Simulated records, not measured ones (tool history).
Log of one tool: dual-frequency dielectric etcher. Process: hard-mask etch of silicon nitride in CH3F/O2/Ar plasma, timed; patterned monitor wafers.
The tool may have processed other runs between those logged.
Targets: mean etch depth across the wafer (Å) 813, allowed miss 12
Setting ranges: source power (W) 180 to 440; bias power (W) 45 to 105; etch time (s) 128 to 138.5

run	hour	source power (W)	bias power (W)	etch time (s)	mean etch depth across the wafer (Å)
1	0	310	75	138.5	859.87
2	7.6	300	75	138.5	848.5
3	14.5	300	75	138.5	839.06
4	22.2	290	75	138.5	830.38
5	24.3	240	75	138.5	734.9
6	26.5	250	75	138.5	754.28
7	31.7	300	76	138.5	851.66
8	34	290	76	138.5	830.93

Of the 5 settings listed for the next run, only one would bring every result within its allowed miss of target. Which one?
A	36.3	330	71	133	?
B	36.3	310	76	133.5	?
C	36.3	300	81	136	?
D	36.3	340	71	129	?
E	36.3	320	78	128	?

move	mean etch depth across the wafer (Å)
A	850.13
B	832.99
C	842.08
D	838.54
E	817.27
A: the biggest miss grows against the last run
B: the biggest miss grows against the last run
C: the biggest miss grows against the last run
D: the biggest miss grows against the last run
E: every result lands within tolerance
Answer: E

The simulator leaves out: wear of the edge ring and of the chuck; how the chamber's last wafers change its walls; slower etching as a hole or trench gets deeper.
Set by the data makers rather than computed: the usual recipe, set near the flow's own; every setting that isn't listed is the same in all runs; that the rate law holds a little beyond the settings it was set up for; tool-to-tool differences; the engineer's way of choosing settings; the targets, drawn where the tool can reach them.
